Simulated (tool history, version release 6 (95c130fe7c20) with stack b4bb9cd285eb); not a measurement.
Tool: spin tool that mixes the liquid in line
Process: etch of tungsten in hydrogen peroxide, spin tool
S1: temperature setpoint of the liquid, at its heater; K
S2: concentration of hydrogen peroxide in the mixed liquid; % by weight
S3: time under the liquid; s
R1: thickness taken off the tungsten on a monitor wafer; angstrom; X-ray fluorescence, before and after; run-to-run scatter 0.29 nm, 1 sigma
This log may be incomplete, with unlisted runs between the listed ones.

| run | hour | S1 | S2 | S3 | R1 |
|---|---|---|---|---|---|
| 1 | 0 | 317.15 | 17.5 | 50 | 726.62 |
| 2 | 2.7 | 317.15 | 15.5 | 50 | 679.52 |
| 3 | 7.8 | 315.65 | 15.5 | 50 | 616.59 |
| 4 | 16 | 309.65 | 15.5 | 50 | 418.35 |
| 5 | 20.4 | 309.15 | 15.5 | 50 | 403.93 |
| 6 | 25.2 | 309.15 | 15.5 | 55 | 442.5 |
| 7 | 26.7 | 308.65 | 15.5 | 55 | 427.32 |
| 8 | 32.5 | 308.15 | 15.5 | 55 | 419.25 |
| 9 | 36.1 | 307.65 | 15 | 55 | 390.37 |

Forecast run 10:
| 10 | 39.3 | 307.15 | 15 | 55 | ? |

For run 10 the tool returned R1 383.81 angstrom.
